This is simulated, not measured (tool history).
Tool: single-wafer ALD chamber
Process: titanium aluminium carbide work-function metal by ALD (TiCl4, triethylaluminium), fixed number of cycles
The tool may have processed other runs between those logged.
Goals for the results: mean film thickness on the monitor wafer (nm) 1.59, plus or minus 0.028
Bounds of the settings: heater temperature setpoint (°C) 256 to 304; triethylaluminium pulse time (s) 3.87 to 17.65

run    day  heater temperature setpoint (°C)  triethylaluminium pulse time (s)  mean film thickness on the monitor wafer (nm)
  1      0                               280                             10.76                                         1.8447
  2  0.288                               280                              8.13                                         1.7001
  3  0.642                               280                              6.87                                         1.5493
  4  0.917                               281                              6.89                                         1.5582
     1.008  -- thermocouple changed; heater temperature recalibrated
  5  1.008                               281                              4.33                                        0.59125
  6  1.358                               281                              5.48                                         1.1575
  7  1.404                               284                              5.61                                         1.2183
  8   1.75                               285                              5.61                                         1.2295
  9  2.096                               286                              5.61                                         1.2355
 10  2.462                               286                              5.61                                         1.2263
 11  2.725                               288                              5.61                                         1.2472
 12  2.921                               290                              5.61                                         1.2608
 13  2.967                               292                              5.63                                         1.2747
 14  3.004                               294                               5.7                                         1.3287
 15  3.204                               295                              5.76                                         1.3486
 16   3.25                               296                              5.82                                         1.3627
 17  3.304                               297                              5.89                                         1.3909
 18  3.529                               298                              5.96                                         1.4286
 19  3.862                               299                              6.01                                         1.4543
 20  4.133                               300                              6.05                                         1.4733
 21  4.471                               301                              6.09                                         1.4844
 22  4.496                               304                              9.53                                         1.9733
 23   4.75                               300                              9.48                                         1.9407
 24  5.021                               296                              9.44                                         1.9066

Pick the move, out of 5, that brings all results within their allowed miss; only one does.
  A  5.292                               301                              6.64                                              ?
  B  5.292                               302                              6.48                                              ?
  C  5.292                               286                               6.5                                              ?
  D  5.292                               292                              7.17                                              ?
  E  5.292                               301                               6.9                                              ?

move  mean film thickness on the monitor wafer (nm)
   A                                         1.6417
   B                                         1.6128
   C                                         1.4926
   D                                         1.6676
   E                                         1.6954
A: an improvement on the last run, though not all results are within tolerance
B: all results land within tolerance of their targets
C: pushes the last run's worst result past its target
D: an improvement on the last run, though not all results are within tolerance
E: an improvement on the last run, though not all results are within tolerance
So the answer is move B, the one that meets all the targets.
